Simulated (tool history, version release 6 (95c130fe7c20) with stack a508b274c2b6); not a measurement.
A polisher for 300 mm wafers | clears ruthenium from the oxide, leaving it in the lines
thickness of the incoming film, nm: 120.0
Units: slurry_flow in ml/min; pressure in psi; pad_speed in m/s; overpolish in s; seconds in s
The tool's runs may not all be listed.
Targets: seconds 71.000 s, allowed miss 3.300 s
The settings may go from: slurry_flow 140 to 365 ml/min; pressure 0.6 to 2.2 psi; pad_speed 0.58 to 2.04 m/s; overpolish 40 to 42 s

run    day  slurry_flow  pressure  pad_speed  overpolish  seconds
  1  0.000          235       1.4       1.30          40   94.618
  2  0.192          235       1.4       1.30          42   95.875
  3  0.525          235       1.4       1.12          42  107.400
  4  0.588          235       1.4       0.84          42  133.780
  5  0.833          215       1.4       0.84          42  136.800
  6  1.025          225       1.7       0.86          42  115.540
  7  1.250          230       1.9       0.96          42   92.651
  8  1.496          235       2.0       1.00          42   89.944
  9  1.538          235       2.1       1.06          42   81.268

5 next moves are on the table. One of them brings every result within its allowed miss. Which?
  A  1.579          205       1.9       1.08          42        ?
  B  1.579          235       2.0       0.96          40        ?
  C  1.579          225       2.2       1.20          42        ?
  D  1.579          235       2.1       0.88          42        ?
  E  1.579          190       2.2       0.80          41        ?

move  seconds
   A   88.988
   B   92.337
   C   72.144
   D   94.710
   E   99.600
A: further off than the last run
B: further off than the last run
C: meets every target
D: further off than the last run
E: further off than the last run
Move C is the one to make.
